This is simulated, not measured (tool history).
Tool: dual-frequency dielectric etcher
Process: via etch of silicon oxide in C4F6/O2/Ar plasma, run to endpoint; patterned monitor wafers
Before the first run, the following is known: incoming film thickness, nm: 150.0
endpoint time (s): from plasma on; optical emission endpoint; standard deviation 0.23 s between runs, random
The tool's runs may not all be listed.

Run 1, hour 0.0: bias power (kW) 0.361, source power (kW) 0.310, Ar flow (sccm) 234. Result: endpoint time (s) 40.147.
Run 2, hour 1.1: bias power (kW) 0.361, source power (kW) 0.310, Ar flow (sccm) 257. Result: endpoint time (s) 39.904.
Run 3, hour 2.5: bias power (kW) 0.340, source power (kW) 0.300, Ar flow (sccm) 257. Result: endpoint time (s) 41.753.
Run 4, hour 10.0: bias power (kW) 0.326, source power (kW) 0.300, Ar flow (sccm) 257. Result: endpoint time (s) 43.119.
At hour 17.0: bias power generator calibrated.
Run 5, hour 17.0: bias power (kW) 0.326, source power (kW) 0.360, Ar flow (sccm) 257. Result: endpoint time (s) 40.532.
Run 6, hour 24.1: bias power (kW) 0.309, source power (kW) 0.360, Ar flow (sccm) 258. Result: endpoint time (s) 42.463.
Run 7, hour 26.6: bias power (kW) 0.309, source power (kW) 0.360, Ar flow (sccm) 258. Result: endpoint time (s) 41.933.

Run 8 comes next. What will it give?
Run 8, hour 30.5: bias power (kW) 0.297, source power (kW) 0.360, Ar flow (sccm) 258. Result: endpoint time (s) ?.

Run 8 produced endpoint time (s) 43.563.
